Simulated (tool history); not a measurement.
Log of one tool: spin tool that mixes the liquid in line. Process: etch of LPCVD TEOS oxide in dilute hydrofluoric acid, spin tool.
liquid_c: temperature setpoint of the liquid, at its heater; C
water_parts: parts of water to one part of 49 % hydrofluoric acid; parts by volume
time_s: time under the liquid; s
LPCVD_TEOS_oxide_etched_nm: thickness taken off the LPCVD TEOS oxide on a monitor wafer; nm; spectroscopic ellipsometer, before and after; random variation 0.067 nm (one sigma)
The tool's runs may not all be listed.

run  hour  liquid_c  water_parts  time_s  LPCVD_TEOS_oxide_etched_nm
  1     0        22          275      50                      4.3413
  2   3.3        22          345      50                      3.2557
  3   6.3        22          410      50                      2.5747
  4  13.3      23.5          350      50                       3.364
  5  15.8      24.5          300      50                      4.2522
  6    18      25.5          255      50                      5.3944

Forecast run 7:
  7  24.7        26          220      50                           ?

Run 7 gave LPCVD_TEOS_oxide_etched_nm 6.5869 nm.
